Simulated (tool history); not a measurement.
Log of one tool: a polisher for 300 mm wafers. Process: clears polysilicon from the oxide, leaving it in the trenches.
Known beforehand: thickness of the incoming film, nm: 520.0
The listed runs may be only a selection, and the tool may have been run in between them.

run    day  flow of slurry (ml/min)  pressure of the wafer on the pad (kPa)  speed of the pad under the wafer (cm/s)  overpolish time after the end point (s)  time until the end point was called (s)  dishing of a wide line in a test structure (angstrom)
  1      0                      300                                    20.7                                      130                                       11                                   26.416                                                 560.57
  2  0.271                      300                                    20.7                                      130                                        7                                   25.819                                                 536.87
  3  0.333                      300                                    24.1                                      132                                        8                                   22.712                                                  553.3
  4  0.392                      300                                    24.1                                      132                                       11                                   22.308                                                  586.9
  5   0.55                      300                                    24.1                                      104                                       11                                   26.866                                                 557.05
  6  0.754                      355                                    24.1                                      104                                       11                                   26.315                                                 577.66
  7  1.008                      345                                    26.9                                      116                                        9                                   21.495                                                 552.78

Run 8 has not been measured yet. What should we expect?
  8  1.05                      350                                    28.3                                      122                                       10                                        ?                                                      ?

time until the end point was called (s): 19.907
dishing of a wide line in a test structure (angstrom): 589.78
